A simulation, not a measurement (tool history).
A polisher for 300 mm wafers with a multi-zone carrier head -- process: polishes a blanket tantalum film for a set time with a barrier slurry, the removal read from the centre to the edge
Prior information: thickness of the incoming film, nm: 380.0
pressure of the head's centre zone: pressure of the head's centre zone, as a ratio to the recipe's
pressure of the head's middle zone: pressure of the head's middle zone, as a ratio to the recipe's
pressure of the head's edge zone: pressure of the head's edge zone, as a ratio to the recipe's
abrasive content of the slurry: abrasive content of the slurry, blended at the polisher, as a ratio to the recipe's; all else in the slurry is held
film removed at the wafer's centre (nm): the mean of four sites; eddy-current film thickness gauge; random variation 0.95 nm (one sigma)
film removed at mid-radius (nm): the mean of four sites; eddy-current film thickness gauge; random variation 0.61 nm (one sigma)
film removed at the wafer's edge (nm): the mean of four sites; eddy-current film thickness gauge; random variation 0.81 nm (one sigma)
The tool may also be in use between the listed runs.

| run | hour | flow of slurry (ml/min) | pressure of the head's centre zone | pressure of the head's middle zone | pressure of the head's edge zone | abrasive content of the slurry | polishing time (s) | film removed at the wafer's centre (nm) | film removed at mid-radius (nm) | film removed at the wafer's edge (nm) |
|---|---|---|---|---|---|---|---|---|---|---|
| 1 | 0 | 125 | 1 | 1 | 1 | 1 | 59 | 65.005 | 63.513 | 67.148 |
| 2 | 6 | 145 | 1.04 | 1.05 | 1.03 | 1.05 | 59 | 70.344 | 68.994 | 70.662 |
| 3 | 13.1 | 145 | 1.04 | 1.05 | 1.03 | 1.25 | 59 | 71.909 | 70.373 | 74.047 |
| 4 | 21 | 145 | 1.04 | 1.12 | 1.03 | 1.25 | 59 | 71.763 | 74.329 | 71.694 |
| 5 | 25.1 | 160 | 1.08 | 1.13 | 1.04 | 1.3 | 59 | 75.403 | 76.955 | 73.986 |
| 6 | 32.5 | 160 | 1.08 | 1.08 | 1.04 | 1.3 | 59 | 74.566 | 75.429 | 74.897 |
| 7 | 38.8 | 195 | 1.17 | 1.15 | 1.06 | 1.4 | 59 | 85.729 | 83.085 | 77.578 |

The next listed run, before its measurement:
| 8 | 41.1 | 195 | 1.18 | 1.15 | 1.06 | 1.45 | 59 | ? | ? | ? |

{"run 8": {"film removed at the wafer's centre (nm)": 85.964, "film removed at mid-radius (nm)": 82.894, "film removed at the wafer's edge (nm)": 80.14}}
